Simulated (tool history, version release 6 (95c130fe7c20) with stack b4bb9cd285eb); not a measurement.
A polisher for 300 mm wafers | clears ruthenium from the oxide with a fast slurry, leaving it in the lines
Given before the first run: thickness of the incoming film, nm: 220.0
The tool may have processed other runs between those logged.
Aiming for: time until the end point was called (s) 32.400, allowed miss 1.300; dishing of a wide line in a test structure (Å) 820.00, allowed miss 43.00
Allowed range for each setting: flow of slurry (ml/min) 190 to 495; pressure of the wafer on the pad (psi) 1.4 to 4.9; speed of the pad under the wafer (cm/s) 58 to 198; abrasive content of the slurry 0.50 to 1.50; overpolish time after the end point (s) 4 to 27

| run | day | flow of slurry (ml/min) | pressure of the wafer on the pad (psi) | speed of the pad under the wafer (cm/s) | abrasive content of the slurry | overpolish time after the end point (s) | time until the end point was called (s) | dishing of a wide line in a test structure (Å) |
|---|---|---|---|---|---|---|---|---|
| 1 | 0.000 | 320 | 3.1 | 128 | 1.00 | 14 | 36.180 | 578.13 |
| 2 | 0.071 | 320 | 3.1 | 128 | 1.00 | 10 | 36.539 | 446.41 |
| 3 | 0.342 | 320 | 3.1 | 114 | 1.00 | 10 | 40.292 | 424.70 |
| 4 | 0.496 | 320 | 3.3 | 114 | 1.00 | 13 | 39.272 | 531.89 |
| 5 | 0.812 | 320 | 3.3 | 114 | 1.00 | 18 | 38.727 | 662.33 |
| 6 | 0.850 | 320 | 2.6 | 114 | 1.00 | 18 | 45.643 | 585.93 |
| 7 | 1.104 | 320 | 3.0 | 114 | 1.00 | 18 | 41.597 | 623.33 |
| 8 | 1.388 | 320 | 3.3 | 114 | 1.00 | 18 | 38.477 | 655.64 |
| 9 | 1.688 | 320 | 3.5 | 114 | 1.00 | 19 | 36.677 | 666.10 |
| 10 | 1.725 | 320 | 3.6 | 116 | 1.00 | 20 | 35.646 | 724.63 |
| 11 | 1.833 | 320 | 3.7 | 116 | 1.00 | 21 | 34.498 | 745.00 |
| 12 | 1.958 | 320 | 3.8 | 116 | 1.00 | 22 | 34.037 | 753.72 |

Which of these 4 next moves meets every target?
| A | 2.083 | 320 | 3.9 | 108 | 1.05 | 25 | ? | ? |
| B | 2.083 | 285 | 3.7 | 130 | 0.95 | 24 | ? | ? |
| C | 2.083 | 325 | 4.2 | 98 | 1.00 | 23 | ? | ? |
| D | 2.083 | 300 | 3.8 | 110 | 1.10 | 21 | ? | ? |

| move | time until the end point was called (s) | dishing of a wide line in a test structure (Å) |
|---|---|---|
| A | 35.491 | 784.62 |
| B | 32.597 | 799.53 |
| C | 37.601 | 735.04 |
| D | 34.963 | 728.45 |
A: the furthest-off result lands on target, but another misses its tolerance
B: each result inside its tolerance
C: misses by more than the last run did
D: misses by more than the last run did
So the answer is move B, the one that meets all the targets.
